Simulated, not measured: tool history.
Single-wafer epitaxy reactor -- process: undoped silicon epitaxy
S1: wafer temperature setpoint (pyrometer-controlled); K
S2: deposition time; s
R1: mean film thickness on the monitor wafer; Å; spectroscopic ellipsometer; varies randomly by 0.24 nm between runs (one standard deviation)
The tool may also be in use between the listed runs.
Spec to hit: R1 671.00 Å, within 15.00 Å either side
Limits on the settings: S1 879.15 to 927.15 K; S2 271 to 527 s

run	day	S1	S2	R1
1	0.000	903.15	399	355.53
2	0.250	909.15	409	423.55
3	0.329	909.15	432	447.44
4	0.621	913.15	433	493.57
# day 0.883: pyrometer calibrated
5	0.883	916.15	434	596.26
6	0.996	916.15	400	553.35
7	1.246	917.15	400	564.18
8	1.317	918.15	400	575.23
9	1.438	919.15	400	590.82
10	1.767	920.15	400	605.86
11	1.967	921.15	400	618.34

5 next moves are on the table. One of them brings every result within its allowed miss. Which?
A	2.167	923.15	413	?
B	2.167	919.15	402	?
C	2.167	919.15	394	?
D	2.167	924.15	389	?
E	2.167	927.15	401	?

move	R1
A	663.55
B	589.08
C	577.35
D	639.45
E	705.79
A: every result within its allowed miss
B: misses by more than the last run did
C: misses by more than the last run did
D: nearer the targets than the last run, but a result is still out of spec
E: the result that was furthest off in the last run now lies on the other side of its target
So the answer is move A, the one that meets all the targets.
